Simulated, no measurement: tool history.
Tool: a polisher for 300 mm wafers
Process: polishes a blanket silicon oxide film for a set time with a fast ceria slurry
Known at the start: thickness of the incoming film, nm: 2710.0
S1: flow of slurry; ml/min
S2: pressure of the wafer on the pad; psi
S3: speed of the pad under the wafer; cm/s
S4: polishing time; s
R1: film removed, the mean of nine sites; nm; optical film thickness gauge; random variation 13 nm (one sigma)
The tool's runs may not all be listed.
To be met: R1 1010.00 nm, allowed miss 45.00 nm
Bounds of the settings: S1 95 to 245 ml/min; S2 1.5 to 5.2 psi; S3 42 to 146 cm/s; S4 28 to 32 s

run,hour,S1,S2,S3,S4,R1
1,0.0,155,3.3,94,32,684.49
2,5.8,155,3.6,94,32,741.64
3,6.5,155,3.8,94,32,761.82
4,8.4,155,4.1,94,32,791.59
5,11.9,155,4.4,94,32,843.13
6,17.3,155,4.6,94,32,870.53
7,18.1,155,4.7,94,32,891.02
8,22.3,155,4.8,94,32,921.27
9,25.2,155,4.9,94,32,931.67
10,32.2,155,5.0,94,32,950.21
11,39.8,160,5.1,94,32,972.95

Which of these 4 next moves meets every target?
A,47.4,185,4.8,102,32,?
B,47.4,125,5.2,96,30,?
C,47.4,160,4.9,92,32,?
D,47.4,170,5.0,100,30,?

move,R1
A,1011.80
B,909.72
C,933.45
D,955.17
A: meets every target
B: further off than the last run
C: further off than the last run
D: further off than the last run
The right move is A.
